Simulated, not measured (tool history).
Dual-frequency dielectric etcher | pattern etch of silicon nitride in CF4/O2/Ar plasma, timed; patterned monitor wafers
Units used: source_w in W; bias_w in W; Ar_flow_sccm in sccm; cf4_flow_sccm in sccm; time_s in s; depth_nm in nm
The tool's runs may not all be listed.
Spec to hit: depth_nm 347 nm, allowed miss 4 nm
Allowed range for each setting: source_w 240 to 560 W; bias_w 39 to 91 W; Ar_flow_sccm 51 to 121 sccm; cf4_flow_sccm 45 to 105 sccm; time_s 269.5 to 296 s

run  hour  source_w  bias_w  Ar_flow_sccm  cf4_flow_sccm  time_s  depth_nm
  1     0       400      65            86             75     296    536.07
  2   1.7       400      72            86             75     296    553.31
  3   4.9       400      76            86             75     296    563.06
  4   9.9       400      76            86             75     296     565.4
  5  13.9       400      81            86             75     296    578.24
     20.8  -- bias power generator calibrated
  6  20.8       370      74            88             74     296    505.44
  7  28.9       340      74            88             74     296    462.63
  8  36.5       320      74            88             74     296    433.37

Next run, 4 choices. One meets every target within its allowed miss, the rest don't. Which?
  A  44.1       300      74            93             71     277         ?
  B  44.1       310      70            68             72     271         ?
  C  44.1       280      76            82             74   269.5         ?
  D  44.1       300      79            86             73   269.5         ?

move  depth_nm
   A    377.11
   B    388.65
   C     348.6
   D    379.67
A: closes in on the targets versus the last run, not all within tolerance yet
B: closes in on the targets versus the last run, not all within tolerance yet
C: all results in spec
D: closes in on the targets versus the last run, not all within tolerance yet
Move C is the one to make.
